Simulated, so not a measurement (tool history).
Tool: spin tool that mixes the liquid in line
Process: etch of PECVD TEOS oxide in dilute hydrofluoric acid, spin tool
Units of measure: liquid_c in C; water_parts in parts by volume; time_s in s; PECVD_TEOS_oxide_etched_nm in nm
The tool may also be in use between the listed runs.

run  hour  liquid_c  water_parts  time_s  PECVD_TEOS_oxide_etched_nm
  1   0.0      23.0           80      40                     10.9720
  2   7.4      21.0           80      40                     10.0970
  3   8.4      23.5           75      40                     12.0990
  4  17.3      23.5           75      15                      4.4462
  5  18.8      26.0           75      15                      4.9656
  6  22.2      26.0           60      15                      6.2998
  7  30.8      24.0           50      15                      7.0425
  8  37.9      22.5           45      20                     10.0120
  9  41.0      21.0           40      20                     10.6140
 10  43.3      20.0           35      25                     14.5890
 11  45.6      19.5           35      25                     14.1610
 12  49.4      19.0           30      25                     16.3770
 13  50.3      18.5           30      25                     16.1390
 14  55.9      18.0           30      25                     15.6380
 15  60.2      17.5           25      30                     22.2400
 16  64.1      18.0           25      30                     22.6690
 17  66.2      18.5           25      30                     23.4240
 18  71.9      19.0           25      30                     23.5160

Run 19 is up next; what results do you expect?
 19  72.6      20.5           25      30                           ?

PECVD_TEOS_oxide_etched_nm: 25.3540 nm
